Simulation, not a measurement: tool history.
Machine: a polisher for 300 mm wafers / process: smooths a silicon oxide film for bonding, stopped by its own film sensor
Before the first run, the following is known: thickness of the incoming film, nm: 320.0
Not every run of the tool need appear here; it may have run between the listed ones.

| run | hour | flow of slurry (ml/min) | pressure of the wafer on the pad (kPa) | speed of the pad under the wafer (cm/s) | abrasive content of the slurry | target thickness at which the film sensor stops the polish (nm) | time until the film sensor stopped the polish (s) |
|---|---|---|---|---|---|---|---|
| 1 | 0.0 | 170 | 18.6 | 96 | 1.0 | 215 | 100.41 |
| 2 | 8.5 | 170 | 18.6 | 96 | 1.0 | 210 | 103.78 |
| 3 | 10.6 | 170 | 17.2 | 96 | 1.0 | 210 | 109.33 |
| 4 | 19.2 | 205 | 17.2 | 96 | 1.0 | 210 | 109.10 |
| 5 | 23.9 | 205 | 15.9 | 96 | 1.0 | 210 | 112.18 |
| 6 | 25.7 | 205 | 15.9 | 96 | 1.0 | 215 | 110.10 |
| 7 | 30.5 | 205 | 14.5 | 96 | 1.0 | 215 | 119.10 |

Run 8, settings as shown, results not yet in. Your forecast:
| 8 | 35.5 | 205 | 13.8 | 96 | 1.0 | 215 | ? |

time until the film sensor stopped the polish (s): 123.63
